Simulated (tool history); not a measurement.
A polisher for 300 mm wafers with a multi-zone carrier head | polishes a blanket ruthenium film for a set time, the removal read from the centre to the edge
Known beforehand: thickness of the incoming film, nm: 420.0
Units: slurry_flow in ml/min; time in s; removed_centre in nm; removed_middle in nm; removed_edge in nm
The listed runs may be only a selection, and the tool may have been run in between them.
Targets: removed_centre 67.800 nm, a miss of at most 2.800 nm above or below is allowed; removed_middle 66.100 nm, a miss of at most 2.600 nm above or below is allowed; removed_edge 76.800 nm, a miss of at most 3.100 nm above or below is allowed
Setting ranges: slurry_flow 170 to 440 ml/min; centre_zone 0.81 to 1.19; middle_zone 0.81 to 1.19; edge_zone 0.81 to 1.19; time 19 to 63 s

run    day  slurry_flow  centre_zone  middle_zone  edge_zone  time  removed_centre  removed_middle  removed_edge
  1  0.000          280         1.00         1.00       1.00    41          56.328          56.376        58.965
  2  0.288          280         1.08         1.00       1.00    41          61.314          57.081        58.848
  3  0.475          280         1.07         1.00       1.02    42          61.060          58.103        60.429
  4  0.546          280         1.07         0.99       1.03    43          61.983          59.492        62.268
  5  0.854          280         1.07         0.93       1.03    43          63.575          56.117        63.970
  6  1.083          280         1.07         0.93       1.10    43          62.253          55.032        63.921
  7  1.233          280         1.06         0.93       1.10    44          64.363          55.378        65.469
  8  1.358          295         0.96         1.03       1.19    50          65.519          70.621        77.242
  9  1.733          295         0.96         1.03       1.19    50          65.287          69.502        77.895
 10  2.000          295         0.97         1.02       1.19    50          65.033          71.077        78.513
 11  2.338          295         0.98         1.01       1.19    50          65.302          69.254        78.838
 12  2.596          295         0.99         1.01       1.19    50          67.689          70.172        78.727
 13  2.646          295         0.99         1.00       1.19    50          66.985          70.496        79.268

Consider the 5 candidate settings below. Which is the only one whose results all fall within their allowed miss of target?
  A  2.696          300         0.83         0.81       1.19    54               ?               ?             ?
  B  2.696          310         0.91         1.11       1.18    52               ?               ?             ?
  C  2.696          250         0.98         0.92       1.09    52               ?               ?             ?
  D  2.696          305         0.94         0.90       1.19    53               ?               ?             ?
  E  2.696          245         0.95         0.81       1.19    53               ?               ?             ?

move  removed_centre  removed_middle  removed_edge
   A          60.576          61.560        85.127
   B          64.298          77.300        81.422
   C          68.058          64.964        77.493
   D          67.532          65.922        83.521
   E          67.067          59.534        82.663
A: pushes the last run's worst result past its target
B: further off than the last run
C: meets every target
D: brings the last run's worst result on target, with another outside its allowed miss
E: pushes the last run's worst result past its target
C meets every target.

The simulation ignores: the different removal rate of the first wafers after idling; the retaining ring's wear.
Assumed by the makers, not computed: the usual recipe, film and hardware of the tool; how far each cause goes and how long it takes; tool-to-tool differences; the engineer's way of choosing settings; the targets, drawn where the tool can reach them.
